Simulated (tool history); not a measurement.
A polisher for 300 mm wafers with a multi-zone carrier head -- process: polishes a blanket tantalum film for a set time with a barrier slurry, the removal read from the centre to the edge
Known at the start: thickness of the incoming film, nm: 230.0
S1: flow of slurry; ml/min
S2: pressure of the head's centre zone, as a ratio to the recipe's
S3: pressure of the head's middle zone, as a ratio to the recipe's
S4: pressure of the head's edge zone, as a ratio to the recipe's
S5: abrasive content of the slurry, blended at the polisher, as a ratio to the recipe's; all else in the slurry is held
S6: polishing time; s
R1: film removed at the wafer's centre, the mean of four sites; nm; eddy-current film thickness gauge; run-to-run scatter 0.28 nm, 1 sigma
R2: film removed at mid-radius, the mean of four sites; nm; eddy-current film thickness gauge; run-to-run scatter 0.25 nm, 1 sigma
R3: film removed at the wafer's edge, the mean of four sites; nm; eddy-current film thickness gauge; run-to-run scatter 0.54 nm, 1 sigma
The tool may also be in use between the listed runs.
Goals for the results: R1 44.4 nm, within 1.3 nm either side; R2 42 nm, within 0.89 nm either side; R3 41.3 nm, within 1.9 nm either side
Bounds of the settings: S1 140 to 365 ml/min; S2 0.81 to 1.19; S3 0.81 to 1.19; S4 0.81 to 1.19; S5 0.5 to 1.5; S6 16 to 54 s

{"run": 1, "hour": 0.0, "S1": 235, "S2": 1, "S3": 1, "S4": 1, "S5": 1, "S6": 35, "R1": 50.831, "R2": 49.593, "R3": 53.302}
{"run": 2, "hour": 2.5, "S1": 235, "S2": 1, "S3": 1.05, "S4": 1, "S5": 1, "S6": 35, "R1": 50.488, "R2": 51.596, "R3": 51.692}
{"run": 3, "hour": 4.8, "S1": 235, "S2": 1, "S3": 1.05, "S4": 1.04, "S5": 1, "S6": 35, "R1": 51.313, "R2": 51.865, "R3": 51.894}
{"run": 4, "hour": 10.7, "S1": 235, "S2": 1, "S3": 1.05, "S4": 1.12, "S5": 1, "S6": 35, "R1": 50.472, "R2": 51.78, "R3": 54.077}
{"run": 5, "hour": 12.9, "S1": 235, "S2": 1, "S3": 1.11, "S4": 1.12, "S5": 1, "S6": 35, "R1": 50.773, "R2": 54.629, "R3": 53.789}
{"run": 6, "hour": 17.1, "S1": 235, "S2": 1, "S3": 1.11, "S4": 1.12, "S5": 1.1, "S6": 35, "R1": 51.81, "R2": 56.002, "R3": 56.066}
{"run": 7, "hour": 18.7, "S1": 230, "S2": 1, "S3": 1.07, "S4": 1.07, "S5": 0.95, "S6": 35, "R1": 50.144, "R2": 51.783, "R3": 51.82}
{"run": 8, "hour": 21.2, "S1": 220, "S2": 1, "S3": 1.05, "S4": 1.03, "S5": 0.8, "S6": 35, "R1": 46.558, "R2": 47.546, "R3": 48.04}
{"run": 9, "hour": 22.5, "S1": 210, "S2": 1.01, "S3": 1.04, "S4": 0.99, "S5": 0.75, "S6": 35, "R1": 45.017, "R2": 45.317, "R3": 44.739}

Of the 4 settings listed for the next run, only one would bring every result within its allowed miss of target. Which one?
{"run": "A", "hour": 23.8, "S1": 205, "S2": 0.93, "S3": 1.04, "S4": 0.99, "S5": 0.7, "S6": 36, "R1": "?", "R2": "?", "R3": "?"}
{"run": "B", "hour": 23.8, "S1": 220, "S2": 1.05, "S3": 1.02, "S4": 0.96, "S5": 0.55, "S6": 38, "R1": "?", "R2": "?", "R3": "?"}
{"run": "C", "hour": 23.8, "S1": 170, "S2": 0.96, "S3": 0.98, "S4": 1.03, "S5": 0.6, "S6": 39, "R1": "?", "R2": "?", "R3": "?"}
{"run": "D", "hour": 23.8, "S1": 270, "S2": 0.94, "S3": 0.96, "S4": 0.96, "S5": 0.55, "S6": 40, "R1": "?", "R2": "?", "R3": "?"}

move=A R1=41.212 R2=45.267 R3=44.811
move=B R1=44.01 R2=42.012 R3=41.579
move=C R1=41.159 R2=41.821 R3=44.807
move=D R1=42.676 R2=43.208 R3=44.708
A: just as far off the targets as the last run
B: every result within its allowed miss
C: brings the result that was furthest off to its target, and leaves another outside
D: moves toward the targets from the last run without getting all of them in spec
Go with B: it meets all targets.
